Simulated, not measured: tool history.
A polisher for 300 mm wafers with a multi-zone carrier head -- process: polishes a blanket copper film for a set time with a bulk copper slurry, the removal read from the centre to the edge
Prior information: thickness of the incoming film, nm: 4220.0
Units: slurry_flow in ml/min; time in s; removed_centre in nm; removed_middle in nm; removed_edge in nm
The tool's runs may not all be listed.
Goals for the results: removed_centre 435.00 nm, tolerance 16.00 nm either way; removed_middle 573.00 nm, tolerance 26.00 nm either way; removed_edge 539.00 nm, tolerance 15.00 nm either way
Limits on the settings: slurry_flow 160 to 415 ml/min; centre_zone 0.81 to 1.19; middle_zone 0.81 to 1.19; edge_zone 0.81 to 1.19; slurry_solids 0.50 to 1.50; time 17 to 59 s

| run | hour | slurry_flow | centre_zone | middle_zone | edge_zone | slurry_solids | time | removed_centre | removed_middle | removed_edge |
|---|---|---|---|---|---|---|---|---|---|---|
| 1 | 0.0 | 265 | 1.00 | 1.00 | 1.00 | 1.00 | 38 | 450.96 | 453.96 | 452.50 |
| 2 | 1.9 | 275 | 0.96 | 1.04 | 1.05 | 1.10 | 38 | 443.25 | 491.15 | 478.33 |
| 3 | 3.2 | 340 | 0.96 | 1.04 | 1.05 | 1.10 | 38 | 444.35 | 479.46 | 477.34 |
| 4 | 7.0 | 335 | 0.94 | 1.07 | 1.08 | 1.15 | 38 | 451.89 | 508.06 | 491.59 |
| 5 | 15.5 | 335 | 0.94 | 1.07 | 1.08 | 1.15 | 33 | 383.44 | 439.75 | 430.73 |
| 6 | 22.1 | 335 | 0.94 | 1.07 | 1.08 | 1.35 | 33 | 405.28 | 453.67 | 443.19 |
| 7 | 29.0 | 330 | 0.91 | 1.09 | 1.10 | 1.40 | 34 | 395.51 | 482.76 | 463.39 |
| 8 | 34.7 | 325 | 0.91 | 1.10 | 1.12 | 1.45 | 35 | 416.68 | 505.02 | 488.26 |
| 9 | 41.2 | 325 | 0.90 | 1.12 | 1.13 | 1.45 | 36 | 425.26 | 522.71 | 501.40 |

Consider the 4 candidate settings below. Which is the only one whose results all fall within their allowed miss of target?
| A | 47.7 | 295 | 0.88 | 1.19 | 1.00 | 1.25 | 43 | ? | ? | ? |
| B | 47.7 | 335 | 0.85 | 1.12 | 1.10 | 1.20 | 41 | ? | ? | ? |
| C | 47.7 | 325 | 0.88 | 0.93 | 1.19 | 1.45 | 39 | ? | ? | ? |
| D | 47.7 | 315 | 0.81 | 1.19 | 1.01 | 1.50 | 41 | ? | ? | ? |

| move | removed_centre | removed_middle | removed_edge |
|---|---|---|---|
| A | 483.43 | 656.19 | 545.35 |
| B | 445.95 | 594.59 | 542.69 |
| C | 457.07 | 503.40 | 560.06 |
| D | 444.99 | 656.55 | 547.12 |
A: gets the furthest-off result to its target, but another result is out of tolerance
B: each result inside its tolerance
C: moves the result that the last run missed by most past its target, out the other side
D: gets the furthest-off result to its target, but another result is out of tolerance
B meets every target.
